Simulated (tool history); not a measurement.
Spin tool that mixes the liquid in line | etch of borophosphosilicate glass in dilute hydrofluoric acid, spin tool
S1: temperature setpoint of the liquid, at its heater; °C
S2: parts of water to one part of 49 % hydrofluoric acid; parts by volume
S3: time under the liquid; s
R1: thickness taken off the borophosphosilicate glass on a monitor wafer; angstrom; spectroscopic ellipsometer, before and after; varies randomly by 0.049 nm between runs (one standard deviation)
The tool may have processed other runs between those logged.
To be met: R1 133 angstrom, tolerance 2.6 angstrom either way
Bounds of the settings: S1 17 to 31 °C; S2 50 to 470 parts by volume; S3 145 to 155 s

run 1 hour=0 | S1=23 S2=260 S3=145 | R1=212.43
run 2 hour=0.7 | S1=21 S2=280 S3=145 | R1=179.34
run 3 hour=9 | S1=21 S2=280 S3=155 | R1=192.64
run 4 hour=16.4 | S1=19.5 S2=295 S3=155 | R1=170.78
run 5 hour=23.9 | S1=18.5 S2=305 S3=155 | R1=156.98
run 6 hour=28.5 | S1=21.5 S2=305 S3=155 | R1=175.66
run 7 hour=34.7 | S1=20 S2=315 S3=155 | R1=160.69
run 8 hour=36.4 | S1=20 S2=315 S3=155 | R1=159.69
run 9 hour=38.8 | S1=19 S2=320 S3=155 | R1=151.82
run 10 hour=41.7 | S1=18.5 S2=325 S3=155 | R1=145.11
run 11 hour=43.5 | S1=18 S2=330 S3=155 | R1=140.49
run 12 hour=48.8 | S1=18 S2=330 S3=155 | R1=140.13
run 13 hour=52.4 | S1=17.5 S2=330 S3=155 | R1=136.91

5 candidate next runs follow, results not yet known. Just one meets every target within its allowed miss. Identify it.
run A hour=56 | S1=17 S2=305 S3=145 | R1=?
run B hour=56 | S1=19 S2=325 S3=150 | R1=?
run C hour=56 | S1=17 S2=325 S3=155 | R1=?
run D hour=56 | S1=17 S2=335 S3=155 | R1=?
run E hour=56 | S1=17 S2=320 S3=155 | R1=?

move=A R1=138.58
move=B R1=142.48
move=C R1=136.74
move=D R1=131.58
move=E R1=139.45
A: the biggest miss grows against the last run
B: the biggest miss grows against the last run
C: about as far from the targets as the last run
D: every result within its allowed miss
E: the biggest miss grows against the last run
The move that meets every target is D.
